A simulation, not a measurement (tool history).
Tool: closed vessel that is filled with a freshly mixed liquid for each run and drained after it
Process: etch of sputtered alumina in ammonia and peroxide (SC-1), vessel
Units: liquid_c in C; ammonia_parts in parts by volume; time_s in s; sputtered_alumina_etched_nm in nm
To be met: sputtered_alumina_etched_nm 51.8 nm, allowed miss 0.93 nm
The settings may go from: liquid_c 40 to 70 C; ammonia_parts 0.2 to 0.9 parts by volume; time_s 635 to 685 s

run	hour	liquid_c	ammonia_parts	time_s	sputtered_alumina_etched_nm
1	0	56	0.5	635	31.317
2	5.6	49.5	0.5	635	22.02
3	8.6	49.5	0.6	635	22.597
4	17.7	53	0.6	635	27.047
5	21	53	0.5	635	26.888
6	25.1	53	0.5	635	26.885
7	34.2	61	0.5	635	40.924
8	38.6	62	0.5	635	43.068
9	44	62	0.5	635	42.815
10	51.3	66.5	0.5	635	53.445

Which of these 5 next moves meets every target?
A	58.6	64.5	0.5	650	?
B	58.6	67.5	0.4	635	?
C	58.6	65	0.35	665	?
D	58.6	65.5	0.4	660	?
E	58.6	63.5	0.4	685	?

move	sputtered_alumina_etched_nm
A	49.57
B	54.974
C	50.271
D	51.792
E	48.66
A: takes the result that was furthest off past its target
B: further off than the last run
C: takes the result that was furthest off past its target
D: meets every target
E: takes the result that was furthest off past its target
Answer: D
